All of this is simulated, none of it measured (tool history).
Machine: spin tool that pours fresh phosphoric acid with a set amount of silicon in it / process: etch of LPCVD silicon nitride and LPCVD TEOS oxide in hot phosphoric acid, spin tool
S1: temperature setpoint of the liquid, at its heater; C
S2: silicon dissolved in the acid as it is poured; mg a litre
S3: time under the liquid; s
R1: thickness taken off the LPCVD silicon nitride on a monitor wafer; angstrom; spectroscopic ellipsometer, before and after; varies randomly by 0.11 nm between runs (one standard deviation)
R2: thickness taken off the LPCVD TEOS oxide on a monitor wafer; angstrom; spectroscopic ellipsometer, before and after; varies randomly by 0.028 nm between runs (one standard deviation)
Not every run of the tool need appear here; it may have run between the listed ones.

run,hour,S1,S2,S3,R1,R2
1,0,161,8,180,139.03,5.7337
2,4.4,161,11,195,151.49,6.0403
3,12.9,160.5,13,205,156.11,5.5271
4,19.2,161,14.5,210,162.62,5.908
5,26.7,161,14.5,160,124.45,3.9546
6,28.6,161.5,15.5,180,142.82,5.0578
7,36.9,161.5,16.5,195,153.33,5.4884
8,40.5,161.5,16.5,195,154.78,5.1715
9,41.9,162,17,200,162.32,5.5661

What will run 10 give?
10,42.8,162,17.5,205,?,?

R1: 165 angstrom
R2: 5.8549 angstrom

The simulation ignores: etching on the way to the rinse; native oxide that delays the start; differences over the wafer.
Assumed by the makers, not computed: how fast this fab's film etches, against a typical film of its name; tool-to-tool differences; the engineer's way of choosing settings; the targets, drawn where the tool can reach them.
